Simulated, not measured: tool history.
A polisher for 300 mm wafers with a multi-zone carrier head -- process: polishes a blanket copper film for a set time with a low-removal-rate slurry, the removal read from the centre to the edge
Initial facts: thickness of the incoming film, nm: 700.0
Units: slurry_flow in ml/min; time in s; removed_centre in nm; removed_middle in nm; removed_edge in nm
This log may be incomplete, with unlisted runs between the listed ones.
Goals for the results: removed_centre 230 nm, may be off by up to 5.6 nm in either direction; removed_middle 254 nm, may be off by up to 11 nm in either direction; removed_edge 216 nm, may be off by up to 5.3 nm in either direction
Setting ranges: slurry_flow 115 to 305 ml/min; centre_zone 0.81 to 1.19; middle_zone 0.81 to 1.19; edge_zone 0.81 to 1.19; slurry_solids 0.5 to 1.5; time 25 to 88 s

{"run": 1, "hour": 0.0, "slurry_flow": 195, "centre_zone": 1, "middle_zone": 1, "edge_zone": 1, "slurry_solids": 1, "time": 56, "removed_centre": 176.85, "removed_middle": 171.73, "removed_edge": 176.25}
{"run": 2, "hour": 8.8, "slurry_flow": 210, "centre_zone": 1.01, "middle_zone": 1.04, "edge_zone": 1, "slurry_solids": 1.1, "time": 57, "removed_centre": 184.34, "removed_middle": 184.57, "removed_edge": 181.12}
{"run": 3, "hour": 16.1, "slurry_flow": 225, "centre_zone": 1.02, "middle_zone": 1.08, "edge_zone": 1.01, "slurry_solids": 1.2, "time": 58, "removed_centre": 195.98, "removed_middle": 203, "removed_edge": 191.41}
{"run": 4, "hour": 23.2, "slurry_flow": 225, "centre_zone": 1.02, "middle_zone": 1.08, "edge_zone": 1.01, "slurry_solids": 1.2, "time": 65, "removed_centre": 223.82, "removed_middle": 231.79, "removed_edge": 215.27}
{"run": 5, "hour": 31.2, "slurry_flow": 225, "centre_zone": 1.02, "middle_zone": 1.08, "edge_zone": 1.07, "slurry_solids": 1.2, "time": 65, "removed_centre": 220.98, "removed_middle": 230.66, "removed_edge": 219.73}
{"run": 6, "hour": 33.5, "slurry_flow": 230, "centre_zone": 1.02, "middle_zone": 1.1, "edge_zone": 1.06, "slurry_solids": 1.2, "time": 65, "removed_centre": 222.53, "removed_middle": 226.34, "removed_edge": 221.94}
{"run": 7, "hour": 36.9, "slurry_flow": 230, "centre_zone": 1.02, "middle_zone": 1.11, "edge_zone": 1.04, "slurry_solids": 1.25, "time": 65, "removed_centre": 221.71, "removed_middle": 230.97, "removed_edge": 222.94}
{"run": 8, "hour": 37.6, "slurry_flow": 240, "centre_zone": 1.02, "middle_zone": 1.13, "edge_zone": 0.99, "slurry_solids": 1.25, "time": 65, "removed_centre": 221.8, "removed_middle": 232.21, "removed_edge": 215.46}

Of the 4 settings listed for the next run, only one would bring every result within its allowed miss of target. Which one?
{"run": "A", "hour": 38.3, "slurry_flow": 300, "centre_zone": 1.03, "middle_zone": 1.08, "edge_zone": 0.98, "slurry_solids": 1.1, "time": 66, "removed_centre": "?", "removed_middle": "?", "removed_edge": "?"}
{"run": "B", "hour": 38.3, "slurry_flow": 265, "centre_zone": 1.03, "middle_zone": 1.19, "edge_zone": 0.96, "slurry_solids": 1.2, "time": 66, "removed_centre": "?", "removed_middle": "?", "removed_edge": "?"}
{"run": "C", "hour": 38.3, "slurry_flow": 245, "centre_zone": 0.96, "middle_zone": 1.1, "edge_zone": 0.95, "slurry_solids": 1.25, "time": 70, "removed_centre": "?", "removed_middle": "?", "removed_edge": "?"}
{"run": "D", "hour": 38.3, "slurry_flow": 275, "centre_zone": 0.93, "middle_zone": 1.19, "edge_zone": 0.87, "slurry_solids": 1.5, "time": 64, "removed_centre": "?", "removed_middle": "?", "removed_edge": "?"}

move=A removed_centre=230.48 removed_middle=232.69 removed_edge=217.08
move=B removed_centre=232.19 removed_middle=254.89 removed_edge=216.98
move=C removed_centre=230.63 removed_middle=253.06 removed_edge=230
move=D removed_centre=216.69 removed_middle=261.51 removed_edge=212.39
A: about as far from the targets as the last run
B: in spec on every target
C: gets the furthest-off result to its target, but another result is out of tolerance
D: gets the furthest-off result to its target, but another result is out of tolerance
Move B is the one to make.
